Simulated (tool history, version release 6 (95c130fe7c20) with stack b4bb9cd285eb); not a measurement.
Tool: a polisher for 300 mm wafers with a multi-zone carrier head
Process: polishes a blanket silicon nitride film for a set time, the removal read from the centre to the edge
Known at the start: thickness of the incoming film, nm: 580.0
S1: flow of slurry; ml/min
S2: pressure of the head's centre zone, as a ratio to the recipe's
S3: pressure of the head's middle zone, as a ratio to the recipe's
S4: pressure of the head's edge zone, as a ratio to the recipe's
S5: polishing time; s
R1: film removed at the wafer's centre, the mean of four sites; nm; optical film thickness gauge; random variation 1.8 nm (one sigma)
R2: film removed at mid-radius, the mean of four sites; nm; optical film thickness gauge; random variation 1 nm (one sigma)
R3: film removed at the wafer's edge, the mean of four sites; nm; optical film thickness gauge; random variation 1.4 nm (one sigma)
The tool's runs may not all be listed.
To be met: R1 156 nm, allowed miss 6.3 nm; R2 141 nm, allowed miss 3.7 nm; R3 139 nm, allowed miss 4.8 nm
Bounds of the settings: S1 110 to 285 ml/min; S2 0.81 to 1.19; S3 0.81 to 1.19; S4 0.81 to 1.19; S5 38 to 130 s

run 1 hour=0 | S1=180 S2=1 S3=1 S4=1 S5=84 | R1=212.64 R2=218.52 R3=215.24
run 2 hour=2 | S1=180 S2=1 S3=1 S4=1 S5=95 | R1=242.4 R2=246.36 R3=242.53
run 3 hour=8.6 | S1=180 S2=1 S3=1 S4=0.93 S5=95 | R1=239.73 R2=243.41 R3=235.44
run 4 hour=9.2 | S1=180 S2=1.02 S3=0.99 S4=0.91 S5=86 | R1=224.73 R2=223.71 R3=210.26
run 5 hour=11.9 | S1=175 S2=1.02 S3=0.96 S4=0.9 S5=79 | R1=203.53 R2=199.5 R3=195.86
run 6 hour=18.9 | S1=180 S2=1.03 S3=0.95 S4=0.89 S5=72 | R1=188.72 R2=179.43 R3=175.79
run 7 hour=21.8 | S1=185 S2=1.03 S3=0.94 S4=0.88 S5=68 | R1=182.57 R2=170.56 R3=163.2
run 8 hour=28.9 | S1=190 S2=1.02 S3=0.92 S4=0.87 S5=66 | R1=172.85 R2=162.12 R3=163.43
run 9 hour=32.8 | S1=190 S2=1.03 S3=0.92 S4=0.86 S5=64 | R1=166.97 R2=157.67 R3=155.53
run 10 hour=37.8 | S1=190 S2=1.03 S3=0.92 S4=0.86 S5=64 | R1=169.05 R2=155.84 R3=154.72

Which of these 5 next moves meets every target?
run A hour=42.8 | S1=175 S2=1.07 S3=0.98 S4=0.81 S5=64 | R1=? R2=? R3=?
run B hour=42.8 | S1=190 S2=1.03 S3=0.99 S4=0.86 S5=54 | R1=? R2=? R3=?
run C hour=42.8 | S1=150 S2=1.02 S3=0.93 S4=0.9 S5=55 | R1=? R2=? R3=?
run D hour=42.8 | S1=230 S2=1.06 S3=0.93 S4=0.91 S5=55 | R1=? R2=? R3=?
run E hour=42.8 | S1=230 S2=1.11 S3=0.99 S4=0.81 S5=53 | R1=? R2=? R3=?

move=A R1=175.11 R2=162.97 R3=148.15
move=B R1=144.82 R2=140.6 R3=129.68
move=C R1=138.91 R2=130.42 R3=130.63
move=D R1=156.35 R2=140.25 R3=138.5
move=E R1=157.45 R2=141.9 R3=126.58
A: further off than the last run
B: brings the result that was furthest off to its target, and leaves another outside
C: takes the result that was furthest off past its target
D: meets every target
E: brings the result that was furthest off to its target, and leaves another outside
The right move is D.

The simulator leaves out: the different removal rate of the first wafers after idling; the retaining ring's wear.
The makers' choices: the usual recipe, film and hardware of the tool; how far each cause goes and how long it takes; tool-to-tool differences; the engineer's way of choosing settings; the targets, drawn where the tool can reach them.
